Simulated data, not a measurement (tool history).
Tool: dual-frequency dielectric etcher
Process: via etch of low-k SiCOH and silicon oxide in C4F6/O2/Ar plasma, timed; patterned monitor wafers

run,hour,source power (W),bias power (W),etch time (s),mean etch depth across the wafer (Å)
1,0,320,253,38,984.77
2,4,370,253,38,1028.3
3,8.6,340,239,37.5,977.25
4,13.4,290,239,37.5,934.88
# hour 20.6: bias power generator calibrated
5,20.6,290,239,38,951.19
6,24.7,280,227,37.5,915.29
7,26.5,270,221,37.5,909.02

Expected results for the next run?
8,28.2,260,215,37.5,?

mean etch depth across the wafer (Å): 889.35
